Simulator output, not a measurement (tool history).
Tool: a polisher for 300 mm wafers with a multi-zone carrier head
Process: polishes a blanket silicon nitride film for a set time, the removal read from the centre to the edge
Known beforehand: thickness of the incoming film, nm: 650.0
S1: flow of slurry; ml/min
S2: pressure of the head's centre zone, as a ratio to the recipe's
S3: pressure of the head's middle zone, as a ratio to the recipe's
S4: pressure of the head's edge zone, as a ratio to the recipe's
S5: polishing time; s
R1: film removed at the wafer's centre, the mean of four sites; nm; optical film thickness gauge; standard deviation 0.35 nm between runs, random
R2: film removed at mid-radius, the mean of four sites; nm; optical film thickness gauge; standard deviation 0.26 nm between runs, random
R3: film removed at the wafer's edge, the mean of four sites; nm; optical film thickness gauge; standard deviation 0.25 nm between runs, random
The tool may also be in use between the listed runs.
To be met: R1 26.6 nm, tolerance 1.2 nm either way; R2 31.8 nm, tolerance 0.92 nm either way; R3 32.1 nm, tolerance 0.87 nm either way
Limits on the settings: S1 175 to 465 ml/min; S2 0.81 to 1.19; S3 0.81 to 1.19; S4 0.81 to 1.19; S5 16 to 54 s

run	hour	S1	S2	S3	S4	S5	R1	R2	R3
1	0	295	1	1	1	35	44.114	43.354	45.639
2	4	295	1	1	1	31	38.128	38.661	39.539
3	7.2	290	0.98	0.99	0.99	30	35.933	36.487	38.599
4	13.7	290	0.97	1	0.98	29	34.807	36.331	36.935
5	17.9	285	0.95	1	0.97	29	34.682	36.018	36.467
6	21.6	285	0.95	1	1	29	33.722	36.167	37.18
7	26.4	280	0.93	1	0.99	29	33.155	36.225	37.077
8	28	275	0.92	1	0.98	29	32.429	35.861	36.552
9	34.8	270	0.91	1	0.97	29	31.449	35.869	36.755
10	39.8	270	0.9	1	0.96	29	31.278	36.4	36.702
11	48.3	270	0.9	0.99	0.95	29	31.913	35.801	36.403
12	54.4	265	0.89	0.99	0.94	29	31.716	34.992	35.777
13	58.6	260	0.88	0.99	0.93	29	30.69	35.55	35.635
14	61.7	255	0.87	0.98	0.92	29	30.039	34.915	35.763

4 candidate next runs follow, results not yet known. Just one meets every target within its allowed miss. Identify it.
A	64.8	270	0.81	0.96	1.04	25	?	?	?
B	64.8	230	0.85	1	0.94	26	?	?	?
C	64.8	185	0.84	0.9	0.97	28	?	?	?
D	64.8	200	0.83	0.88	0.95	28	?	?	?

move	R1	R2	R3
A	24.44	29.727	31.962
B	26.067	31.32	31.588
C	26.607	29.774	33.505
D	26.708	29.646	33.631
A: corrects the largest miss of the last run, while another result sits out of spec
B: every result lands within tolerance
C: nearer the targets than the last run, but a result is still out of spec
D: nearer the targets than the last run, but a result is still out of spec
Move B is the one to make.

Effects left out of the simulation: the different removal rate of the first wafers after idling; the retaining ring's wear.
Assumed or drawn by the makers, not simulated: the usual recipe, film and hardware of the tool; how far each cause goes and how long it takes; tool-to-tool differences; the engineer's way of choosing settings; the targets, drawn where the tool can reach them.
